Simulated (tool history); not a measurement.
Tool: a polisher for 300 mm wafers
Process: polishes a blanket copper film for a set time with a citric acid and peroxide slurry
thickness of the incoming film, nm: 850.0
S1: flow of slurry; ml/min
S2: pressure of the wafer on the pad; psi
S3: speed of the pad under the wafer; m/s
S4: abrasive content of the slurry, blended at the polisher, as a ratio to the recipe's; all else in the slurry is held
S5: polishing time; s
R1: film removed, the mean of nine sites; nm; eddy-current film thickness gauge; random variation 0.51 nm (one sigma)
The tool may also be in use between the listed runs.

| run | hour | S1 | S2 | S3 | S4 | S5 | R1 |
|---|---|---|---|---|---|---|---|
| 1 | 0.0 | 275 | 2.8 | 0.86 | 1.0 | 29 | 50.231 |
| 2 | 3.9 | 275 | 3.3 | 0.86 | 1.0 | 29 | 56.721 |
| 3 | 12.6 | 275 | 3.3 | 0.86 | 1.0 | 26 | 51.300 |
| 4 | 13.8 | 275 | 4.0 | 0.86 | 1.0 | 26 | 60.147 |
| 5 | 16.6 | 280 | 4.1 | 0.88 | 1.0 | 26 | 61.301 |
| 6 | 21.1 | 280 | 4.1 | 0.68 | 1.0 | 26 | 50.264 |
| 7 | 28.7 | 280 | 4.2 | 0.72 | 1.0 | 26 | 53.812 |
| 8 | 31.3 | 280 | 4.2 | 0.76 | 1.0 | 26 | 56.336 |
| 9 | 39.8 | 280 | 4.2 | 0.80 | 1.0 | 26 | 57.881 |
| 10 | 40.6 | 280 | 4.2 | 0.84 | 1.0 | 26 | 60.456 |

Forecast run 11:
| 11 | 46.6 | 280 | 4.2 | 0.86 | 1.0 | 26 | ? |

R1: 61.350 nm

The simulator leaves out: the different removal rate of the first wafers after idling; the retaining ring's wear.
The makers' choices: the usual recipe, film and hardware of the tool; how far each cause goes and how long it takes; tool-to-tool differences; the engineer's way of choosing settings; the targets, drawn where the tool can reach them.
